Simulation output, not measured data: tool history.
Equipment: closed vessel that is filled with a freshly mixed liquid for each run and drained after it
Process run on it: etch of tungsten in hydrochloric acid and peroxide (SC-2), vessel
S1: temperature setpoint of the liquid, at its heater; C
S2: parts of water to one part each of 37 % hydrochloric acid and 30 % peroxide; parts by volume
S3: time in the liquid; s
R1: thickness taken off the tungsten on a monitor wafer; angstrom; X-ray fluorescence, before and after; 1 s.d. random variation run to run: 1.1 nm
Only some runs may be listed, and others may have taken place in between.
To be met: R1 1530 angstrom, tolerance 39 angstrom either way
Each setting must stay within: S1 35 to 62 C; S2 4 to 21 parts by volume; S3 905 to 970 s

run	hour	S1	S2	S3	R1
1	0	46	11.5	905	901.16
2	7.9	39	11.5	905	560.94
3	8.9	39	15	905	436.25
4	14.9	45.5	15	905	704.23
5	19.5	48	15	905	821.18
6	25.5	50	15	905	935.08
7	29.6	51.5	15	905	1042.2
8	35.2	52.5	15	905	1104.8
9	43.7	53.5	15	905	1189.2
10	46.5	54.5	15	905	1272
11	54.8	55	15	905	1301
12	55.4	55.5	15	905	1345.4
13	57.4	56	15	905	1401.7

Which single option among these 4 for the next run brings every result within its allowed miss of target? Just one does.
A	59.4	52	12	905	?
B	59.4	57	15.5	950	?
C	59.4	58	16	970	?
D	59.4	55	15.5	905	?

move	R1
A	1290.6
B	1499
C	1585.9
D	1255.8
A: further off than the last run
B: every result within its allowed miss
C: the result that was furthest off in the last run now lies on the other side of its target
D: further off than the last run
Move B is the one to make.
